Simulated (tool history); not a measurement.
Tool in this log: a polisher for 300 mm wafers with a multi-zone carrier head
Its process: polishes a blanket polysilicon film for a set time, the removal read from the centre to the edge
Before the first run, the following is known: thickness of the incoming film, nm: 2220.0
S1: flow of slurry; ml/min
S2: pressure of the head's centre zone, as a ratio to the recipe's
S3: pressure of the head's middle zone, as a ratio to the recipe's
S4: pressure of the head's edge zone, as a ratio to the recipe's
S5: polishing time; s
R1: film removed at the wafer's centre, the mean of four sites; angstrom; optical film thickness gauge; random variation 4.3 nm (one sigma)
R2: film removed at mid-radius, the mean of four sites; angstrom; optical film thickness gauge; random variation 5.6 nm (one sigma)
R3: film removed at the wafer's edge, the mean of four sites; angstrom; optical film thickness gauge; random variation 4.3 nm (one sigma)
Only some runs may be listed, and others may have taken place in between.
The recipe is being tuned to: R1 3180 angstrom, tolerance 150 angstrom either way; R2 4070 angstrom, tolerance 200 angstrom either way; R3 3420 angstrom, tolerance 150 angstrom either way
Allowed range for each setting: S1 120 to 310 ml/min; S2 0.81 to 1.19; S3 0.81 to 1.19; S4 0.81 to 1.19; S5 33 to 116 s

| run | hour | S1 | S2 | S3 | S4 | S5 | R1 | R2 | R3 |
|---|---|---|---|---|---|---|---|---|---|
| 1 | 0 | 200 | 1 | 1 | 1 | 74 | 4257.5 | 4119.3 | 4266 |
| 2 | 6.9 | 200 | 0.97 | 1.03 | 0.97 | 72 | 3934.5 | 4116 | 4098.3 |
| 3 | 10 | 200 | 0.9 | 1.03 | 0.97 | 72 | 3632.7 | 4109 | 4069.6 |
| 4 | 11.1 | 200 | 0.9 | 1.03 | 0.97 | 79 | 4122.2 | 4535.3 | 4575.6 |
| 5 | 19.2 | 200 | 0.94 | 1.03 | 0.97 | 79 | 4246.3 | 4532.6 | 4584.7 |
| 6 | 26.8 | 205 | 0.94 | 1.06 | 0.95 | 76 | 4158.1 | 4532.2 | 4262 |
| 7 | 30.4 | 205 | 0.92 | 1.07 | 0.93 | 74 | 3922.5 | 4524.1 | 4107.1 |
| 8 | 34.7 | 200 | 0.91 | 1.07 | 0.91 | 72 | 3757.7 | 4147.6 | 3927.3 |
| 9 | 36.1 | 200 | 0.89 | 1.09 | 0.9 | 71 | 3683.9 | 4295.6 | 3829.9 |
| 10 | 38.7 | 195 | 0.87 | 1.1 | 0.89 | 70 | 3478.6 | 4223.4 | 3877.8 |
| 11 | 45.2 | 215 | 0.9 | 1.19 | 0.84 | 59 | 3087.3 | 3874.8 | 3139.2 |
| 12 | 47.4 | 215 | 0.9 | 1.19 | 0.85 | 60 | 3102.7 | 3925.7 | 3182.8 |

Below are 5 possible settings for the next run. Only one of them brings all results inside the allowed miss of their targets. Which is it?
| A | 49.6 | 175 | 0.93 | 1.15 | 0.89 | 59 | ? | ? | ? |
| B | 49.6 | 175 | 0.9 | 1.14 | 0.89 | 56 | ? | ? | ? |
| C | 49.6 | 195 | 0.88 | 1.17 | 0.87 | 63 | ? | ? | ? |
| D | 49.6 | 205 | 0.92 | 1.02 | 0.93 | 61 | ? | ? | ? |
| E | 49.6 | 150 | 0.92 | 1.04 | 0.9 | 62 | ? | ? | ? |

| move | R1 | R2 | R3 |
|---|---|---|---|
| A | 3098.9 | 3602.6 | 3207.1 |
| B | 2845.5 | 3394.3 | 3044.5 |
| C | 3183.8 | 3965.3 | 3426.3 |
| D | 3244.5 | 3435.7 | 3444.1 |
| E | 3133.1 | 3391.8 | 3334.2 |
A: further off than the last run
B: further off than the last run
C: meets every target
D: gets the furthest-off result to its target, but another result is out of tolerance
E: gets the furthest-off result to its target, but another result is out of tolerance
C meets every target.
